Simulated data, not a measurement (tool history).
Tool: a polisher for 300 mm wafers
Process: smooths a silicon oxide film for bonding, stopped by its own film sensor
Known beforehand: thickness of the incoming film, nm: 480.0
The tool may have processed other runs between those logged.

run,day,flow of slurry (ml/min),pressure of the wafer on the pad (psi),speed of the pad under the wafer (cm/s),abrasive content of the slurry,target thickness at which the film sensor stops the polish (Å),time until the film sensor stopped the polish (s)
1,0,170,1.3,68,1,4540,60.827
2,0.067,205,1.3,68,1,4540,57.818
3,0.433,205,1.3,68,1.2,4540,56.358
4,0.696,205,1.3,68,1.2,4540,55.199
5,1.046,200,1.2,66,1.2,4540,60.492
6,1.2,160,1.2,66,1.2,4540,62.895
7,1.508,160,1.1,64,1.2,4540,71.143
8,1.583,160,1.1,64,1.2,4540,69.676
9,1.75,160,1,64,1.2,4540,77.144
10,1.788,160,0.9,64,1.2,4540,85.07

For run 11, what comes out?
11,2.042,160,0.8,64,1.2,4540,?

{"run 11": {"time until the film sensor stopped the polish (s)": 97.333}}
